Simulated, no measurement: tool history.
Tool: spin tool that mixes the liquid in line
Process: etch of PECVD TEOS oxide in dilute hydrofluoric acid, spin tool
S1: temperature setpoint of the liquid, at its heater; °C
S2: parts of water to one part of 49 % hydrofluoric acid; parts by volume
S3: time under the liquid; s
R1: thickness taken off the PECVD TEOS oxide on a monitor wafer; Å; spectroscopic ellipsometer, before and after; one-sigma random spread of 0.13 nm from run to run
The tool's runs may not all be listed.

run	hour	S1	S2	S3	R1
1	0.0	21.0	200	85	95.558
2	2.0	23.0	185	85	113.490
3	8.4	24.5	175	85	126.710
4	14.1	25.5	170	85	136.790
5	18.9	25.5	170	85	137.400
6	27.5	25.5	230	85	94.838
7	29.4	26.5	210	85	110.970

Run 8 has not been measured yet. What should we expect?
8	34.4	27.0	195	85	?

{"run 8": {"R1": 124.87}}

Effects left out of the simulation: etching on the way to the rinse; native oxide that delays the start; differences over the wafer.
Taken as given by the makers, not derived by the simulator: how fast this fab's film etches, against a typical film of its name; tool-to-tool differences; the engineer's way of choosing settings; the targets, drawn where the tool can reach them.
